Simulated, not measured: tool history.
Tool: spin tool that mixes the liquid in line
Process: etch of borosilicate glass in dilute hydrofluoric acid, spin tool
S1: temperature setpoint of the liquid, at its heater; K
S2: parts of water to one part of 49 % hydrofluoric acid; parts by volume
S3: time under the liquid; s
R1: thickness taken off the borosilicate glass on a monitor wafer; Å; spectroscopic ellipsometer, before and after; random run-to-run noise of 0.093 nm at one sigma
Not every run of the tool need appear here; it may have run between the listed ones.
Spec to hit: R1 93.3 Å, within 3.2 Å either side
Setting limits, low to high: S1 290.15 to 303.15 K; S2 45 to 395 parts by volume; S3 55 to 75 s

run  hour      S1   S2  S3      R1
  1     0  295.15  220  75  67.601
  2   3.3  296.65  215  75  73.746
  3   8.3  297.65  215  75  77.561
  4   9.6  297.65  215  75  77.124
  5  17.1  295.15  215  75  69.564
  6  21.9  296.65  215  75  73.589
  7  26.7  297.65  215  75  77.218
  8  29.6  298.65  215  75  79.356
  9  35.2  299.65  215  75  82.748
 10  42.1  300.15  215  75  83.122
 11  44.3  300.65  215  75  83.815
 12  50.6  301.15  215  75   87.78
 13    52  301.65  215  75  88.601

Which single option among these 5 for the next run brings every result within its allowed miss of target? Just one does.
  A  53.4  300.15  200  75   ?
  B  53.4  303.15  235  75   ?
  C  53.4  302.65  180  55   ?
  D  53.4  303.15  205  75   ?
  E  53.4  300.15  210  75   ?

move      R1
   A   90.77
   B  82.307
   C  82.785
   D  97.806
   E  85.465
A: every result lands within tolerance
B: its largest miss is bigger than the last run's
C: its largest miss is bigger than the last run's
D: carries the result that was furthest off beyond its target, to the other side
E: its largest miss is bigger than the last run's
Answer: A
